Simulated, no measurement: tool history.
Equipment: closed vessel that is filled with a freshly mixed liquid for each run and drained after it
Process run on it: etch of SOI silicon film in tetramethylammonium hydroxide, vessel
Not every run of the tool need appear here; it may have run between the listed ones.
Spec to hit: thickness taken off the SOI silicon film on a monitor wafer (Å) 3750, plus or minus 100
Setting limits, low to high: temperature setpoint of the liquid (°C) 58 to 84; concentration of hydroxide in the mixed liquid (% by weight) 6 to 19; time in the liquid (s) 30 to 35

run	hour	temperature setpoint of the liquid (°C)	concentration of hydroxide in the mixed liquid (% by weight)	time in the liquid (s)	thickness taken off the SOI silicon film on a monitor wafer (Å)
1	0	71	12.5	35	2618.8
2	2	72.5	12.5	35	2827.1
3	6.9	72.5	12.5	30	2478
4	9.1	74.5	12.5	30	2771.5
5	9.7	74.5	12.5	30	2683.8
6	11.3	74.5	10.5	30	2932.5
7	13.4	76	10.5	30	3206.2
8	20.1	76.5	10.5	30	3251.4
9	21.3	77	10.5	30	3395.2
10	23.1	77.5	10.5	30	3474.3

Of the 4 settings listed for the next run, only one would bring every result within its allowed miss of target. Which one?
A	24.9	78	13	30	?
B	24.9	74.5	10.5	35	?
C	24.9	76	10.5	35	?
D	24.9	76	11	30	?

move	thickness taken off the SOI silicon film on a monitor wafer (Å)
A	3307
B	3441.6
C	3748.6
D	3161.3
A: moves away from the targets compared with the last run
B: moves away from the targets compared with the last run
C: hits every target within its allowed miss
D: moves away from the targets compared with the last run
The right move is C.
